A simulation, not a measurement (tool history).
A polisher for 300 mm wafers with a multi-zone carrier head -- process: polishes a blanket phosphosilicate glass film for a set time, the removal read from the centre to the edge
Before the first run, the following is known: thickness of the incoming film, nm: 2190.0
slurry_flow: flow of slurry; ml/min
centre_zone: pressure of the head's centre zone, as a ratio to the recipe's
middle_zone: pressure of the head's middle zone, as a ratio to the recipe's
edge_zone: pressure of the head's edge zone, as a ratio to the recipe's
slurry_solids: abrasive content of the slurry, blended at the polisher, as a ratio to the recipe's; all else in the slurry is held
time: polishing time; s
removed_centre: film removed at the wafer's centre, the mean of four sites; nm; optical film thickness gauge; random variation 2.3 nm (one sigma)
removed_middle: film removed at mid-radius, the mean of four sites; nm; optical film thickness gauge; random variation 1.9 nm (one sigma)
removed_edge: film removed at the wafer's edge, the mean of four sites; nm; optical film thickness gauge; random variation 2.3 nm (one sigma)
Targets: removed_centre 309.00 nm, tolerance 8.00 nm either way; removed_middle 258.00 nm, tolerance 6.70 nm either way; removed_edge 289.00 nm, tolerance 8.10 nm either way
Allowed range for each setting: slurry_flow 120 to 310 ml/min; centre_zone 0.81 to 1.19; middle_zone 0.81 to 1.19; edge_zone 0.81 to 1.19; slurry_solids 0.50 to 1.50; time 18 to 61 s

run,hour,slurry_flow,centre_zone,middle_zone,edge_zone,slurry_solids,time,removed_centre,removed_middle,removed_edge
1,0.0,200,1.00,1.00,1.00,1.00,39,371.12,362.76,362.64
2,1.5,200,1.00,1.08,1.00,1.00,39,367.75,388.08,358.11
3,8.6,200,1.06,1.08,1.00,1.00,39,387.37,382.51,361.91
4,11.6,200,1.12,1.08,1.00,1.00,39,413.23,382.29,357.93
5,18.6,185,1.09,1.02,0.98,0.90,39,379.44,351.08,338.21
6,19.6,185,1.09,1.02,0.98,0.90,47,455.75,427.96,409.70
7,23.9,185,1.08,0.97,0.99,0.80,45,411.54,373.18,380.63
8,26.6,150,1.03,0.87,0.89,0.55,40,294.12,256.34,274.65
9,34.1,150,1.03,0.87,0.89,0.55,40,295.24,260.13,275.10

Exercise: of the 5 proposed moves below, exactly one satisfies all targets within the stated allowed misses. Which move is it?
A,41.6,140,0.95,0.84,0.89,0.60,43,?,?,?
B,41.6,160,1.11,0.81,0.87,0.50,41,?,?,?
C,41.6,150,0.98,0.87,0.87,0.60,41,?,?,?
D,41.6,145,1.05,0.82,0.92,0.55,42,?,?,?
E,41.6,155,1.03,0.90,0.90,0.50,40,?,?,?

move,removed_centre,removed_middle,removed_edge
A,294.74,276.87,301.03
B,318.21,248.57,272.00
C,295.36,274.30,287.59
D,311.39,260.04,290.47
E,285.90,257.75,267.46
A: its largest miss is bigger than the last run's
B: the result that was furthest off in the last run now lies on the other side of its target
C: its largest miss is bigger than the last run's
D: in spec on every target
E: its largest miss is bigger than the last run's
Answer: D
